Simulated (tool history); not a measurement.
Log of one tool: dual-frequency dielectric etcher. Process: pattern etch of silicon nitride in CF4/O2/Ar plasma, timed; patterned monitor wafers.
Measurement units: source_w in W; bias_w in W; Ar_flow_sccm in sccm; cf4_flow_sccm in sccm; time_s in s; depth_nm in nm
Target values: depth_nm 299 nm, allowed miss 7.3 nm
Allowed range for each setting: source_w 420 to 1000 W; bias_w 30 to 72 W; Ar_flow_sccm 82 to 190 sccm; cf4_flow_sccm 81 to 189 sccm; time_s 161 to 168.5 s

run	day	source_w	bias_w	Ar_flow_sccm	cf4_flow_sccm	time_s	depth_nm
1	0	710	51	136	135	161	427.02
2	0.083	710	51	136	112	161	411.87
3	0.396	630	50	136	112	161	371.25
4	0.525	630	50	136	112	168.5	393.02
5	0.596	630	50	153	112	168.5	383.11
6	0.792	630	46	153	112	168.5	374.12
7	0.846	570	45	153	112	168.5	340.37
8	0.883	540	45	153	112	168.5	324.42
9	1.133	520	45	153	112	168.5	313.95

Pick the move, out of 5, that brings all results within their allowed miss; only one does.
A	1.383	480	45	148	115	161	?
B	1.383	540	49	159	120	166.5	?
C	1.383	480	43	165	144	168.5	?
D	1.383	440	47	152	132	166	?
E	1.383	530	47	154	121	168	?

move	depth_nm
A	285.85
B	336.55
C	298.43
D	285.32
E	329.89
A: takes the biggest miss from the last run beyond its target
B: moves away from the targets compared with the last run
C: all results in spec
D: takes the biggest miss from the last run beyond its target
E: moves away from the targets compared with the last run
Move C is the one to make.
